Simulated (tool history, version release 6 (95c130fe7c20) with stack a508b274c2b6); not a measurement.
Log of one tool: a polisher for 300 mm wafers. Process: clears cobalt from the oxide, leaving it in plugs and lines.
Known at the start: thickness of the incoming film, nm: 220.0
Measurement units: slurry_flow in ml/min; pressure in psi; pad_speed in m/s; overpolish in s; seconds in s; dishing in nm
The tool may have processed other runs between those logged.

run	hour	slurry_flow	pressure	pad_speed	overpolish	seconds	dishing
1	0	245	2.2	1.26	15	34.568	47.558
2	6.1	245	2.2	0.96	15	42.314	43.761
3	14.6	245	2.2	0.96	9	41.848	34.666
4	18	245	2.2	1.08	9	37.96	34.728
5	19.7	245	2.4	1.12	9	35.319	39.232
6	28.2	245	2.6	1.12	9	31.528	39.138
7	31.3	245	2.8	1.14	9	28.645	40.844
8	35.7	245	2.9	1.16	9	28.498	41.708
9	41.9	245	3	1.2	9	26.81	44.108
10	47.2	245	3	1.2	9	27.069	42.543
11	52.4	245	3.1	1.24	9	25.333	45.014

Run 12, settings as shown, results not yet in. Your forecast:
12	59.1	245	3.2	1.28	8	?	?

{"run 12": {"seconds": 23.465, "dishing": 42.904}}
